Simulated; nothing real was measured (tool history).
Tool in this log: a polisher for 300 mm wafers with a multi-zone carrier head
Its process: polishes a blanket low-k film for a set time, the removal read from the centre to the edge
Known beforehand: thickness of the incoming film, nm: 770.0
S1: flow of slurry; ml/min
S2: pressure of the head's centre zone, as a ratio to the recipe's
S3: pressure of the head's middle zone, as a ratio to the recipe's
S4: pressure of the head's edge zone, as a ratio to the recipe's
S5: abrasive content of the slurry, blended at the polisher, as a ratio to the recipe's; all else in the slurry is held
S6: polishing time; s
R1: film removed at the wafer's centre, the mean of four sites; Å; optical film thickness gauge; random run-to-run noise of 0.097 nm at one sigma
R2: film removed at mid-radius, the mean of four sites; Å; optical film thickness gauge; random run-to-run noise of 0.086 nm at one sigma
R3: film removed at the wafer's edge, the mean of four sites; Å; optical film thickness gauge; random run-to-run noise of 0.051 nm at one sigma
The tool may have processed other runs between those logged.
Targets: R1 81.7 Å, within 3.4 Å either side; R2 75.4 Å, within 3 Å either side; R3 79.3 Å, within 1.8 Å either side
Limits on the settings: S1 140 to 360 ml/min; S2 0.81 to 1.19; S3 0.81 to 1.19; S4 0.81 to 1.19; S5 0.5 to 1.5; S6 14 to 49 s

run,day,S1,S2,S3,S4,S5,S6,R1,R2,R3
1,0,230,1,1,1,1,31,101.94,103.72,97.254
2,0.133,230,1,1,0.95,1,31,100.59,102.44,96.156
3,0.175,225,1,0.98,0.94,0.95,31,99.406,97.524,95.292
4,0.358,225,1,0.98,0.86,0.95,31,99.207,97.85,91.381
5,0.492,220,0.99,0.96,0.86,0.9,31,95.344,94.185,89.028
6,0.529,215,0.98,0.94,0.86,0.85,31,90.094,91.067,87.188
7,0.817,190,1.02,0.84,0.83,0.65,31,79.635,72.107,72.655
8,1.179,200,1.01,0.84,0.85,0.65,31,79.502,72.877,74.062
9,1.412,210,1.01,0.84,0.86,0.65,31,79.184,71.188,74.305
10,1.646,215,1.01,0.85,0.87,0.65,31,80.179,74.53,73.462
11,1.979,205,1.01,0.85,0.87,0.65,31,79.729,73.206,74.731
12,2.088,205,1.01,0.85,0.89,0.65,31,81.353,73.034,75.071
13,2.229,205,1,0.85,0.9,0.65,31,80.314,73.657,74.793
14,2.538,235,0.99,0.84,1,0.7,31,81.784,76.991,81.37
15,2.658,230,0.99,0.84,0.99,0.7,31,81.942,77.32,81

Next run, 4 choices. One meets every target within its allowed miss, the rest don't. Which?
A,2.779,260,0.96,0.81,1,0.95,27,?,?,?
B,2.779,270,0.97,0.84,1.01,0.6,34,?,?,?
C,2.779,265,1.02,0.88,1.09,0.6,32,?,?,?
D,2.779,230,0.89,0.81,1.01,0.65,33,?,?,?

move,R1,R2,R3
A,85.478,77.95,83.67
B,83.99,77.634,81.748
C,81.818,74.993,78.731
D,79.553,76.579,82.632
A: moves away from the targets compared with the last run
B: moves away from the targets compared with the last run
C: in spec on every target
D: moves away from the targets compared with the last run
Go with C: it meets all targets.
